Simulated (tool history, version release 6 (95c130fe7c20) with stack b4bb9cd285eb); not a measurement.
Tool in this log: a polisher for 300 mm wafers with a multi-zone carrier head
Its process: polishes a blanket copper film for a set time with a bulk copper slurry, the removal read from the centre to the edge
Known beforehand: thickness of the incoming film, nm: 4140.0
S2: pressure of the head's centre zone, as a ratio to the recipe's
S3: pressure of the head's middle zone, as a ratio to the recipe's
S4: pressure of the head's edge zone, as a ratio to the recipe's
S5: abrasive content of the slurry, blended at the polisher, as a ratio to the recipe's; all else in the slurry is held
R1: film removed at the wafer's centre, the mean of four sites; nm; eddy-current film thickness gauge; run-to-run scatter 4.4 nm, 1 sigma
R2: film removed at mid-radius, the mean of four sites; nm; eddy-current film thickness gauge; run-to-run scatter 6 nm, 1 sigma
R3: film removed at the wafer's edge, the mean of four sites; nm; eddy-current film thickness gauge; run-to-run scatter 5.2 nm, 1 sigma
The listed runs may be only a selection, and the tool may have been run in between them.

{"run": 1, "hour": 0.0, "flow of slurry (ml/min)": 175, "S2": 1, "S3": 1, "S4": 1, "S5": 1, "polishing time (s)": 47, "R1": 693.55, "R2": 701.38, "R3": 661.42}
{"run": 2, "hour": 0.7, "flow of slurry (ml/min)": 175, "S2": 1, "S3": 1, "S4": 1, "S5": 1.2, "polishing time (s)": 47, "R1": 700.88, "R2": 723.25, "R3": 689.35}
{"run": 3, "hour": 3.7, "flow of slurry (ml/min)": 175, "S2": 1, "S3": 1, "S4": 1.04, "S5": 1.2, "polishing time (s)": 47, "R1": 715.11, "R2": 709.03, "R3": 711.79}
{"run": 4, "hour": 6.7, "flow of slurry (ml/min)": 165, "S2": 0.97, "S3": 0.98, "S4": 1, "S5": 1.1, "polishing time (s)": 47, "R1": 667.64, "R2": 698.57, "R3": 683.8}
{"run": 5, "hour": 15.1, "flow of slurry (ml/min)": 160, "S2": 0.95, "S3": 0.97, "S4": 0.97, "S5": 1, "polishing time (s)": 47, "R1": 638.79, "R2": 662.25, "R3": 642.79}
{"run": 6, "hour": 15.8, "flow of slurry (ml/min)": 160, "S2": 0.95, "S3": 0.97, "S4": 0.97, "S5": 1.15, "polishing time (s)": 47, "R1": 654.76, "R2": 681.28, "R3": 666.86}
{"run": 7, "hour": 17.1, "flow of slurry (ml/min)": 150, "S2": 0.93, "S3": 0.97, "S4": 0.93, "S5": 1.1, "polishing time (s)": 47, "R1": 627.61, "R2": 666.9, "R3": 648.88}
{"run": 8, "hour": 22.7, "flow of slurry (ml/min)": 145, "S2": 0.91, "S3": 0.98, "S4": 0.91, "S5": 1, "polishing time (s)": 47, "R1": 601.71, "R2": 654.05, "R3": 625.32}
{"run": 9, "hour": 31.5, "flow of slurry (ml/min)": 140, "S2": 0.9, "S3": 0.99, "S4": 0.89, "S5": 0.95, "polishing time (s)": 47, "R1": 578.51, "R2": 660.96, "R3": 606.45}
{"run": 10, "hour": 33.5, "flow of slurry (ml/min)": 135, "S2": 0.9, "S3": 0.99, "S4": 0.88, "S5": 0.95, "polishing time (s)": 47, "R1": 579.55, "R2": 642.59, "R3": 604.07}

Forecast run 11:
{"run": 11, "hour": 35.5, "flow of slurry (ml/min)": 130, "S2": 0.9, "S3": 1, "S4": 0.86, "S5": 0.95, "polishing time (s)": 47, "R1": "?", "R2": "?", "R3": "?"}

{"run 11": {"R1": 565.62, "R2": 639.77, "R3": 595.48}}

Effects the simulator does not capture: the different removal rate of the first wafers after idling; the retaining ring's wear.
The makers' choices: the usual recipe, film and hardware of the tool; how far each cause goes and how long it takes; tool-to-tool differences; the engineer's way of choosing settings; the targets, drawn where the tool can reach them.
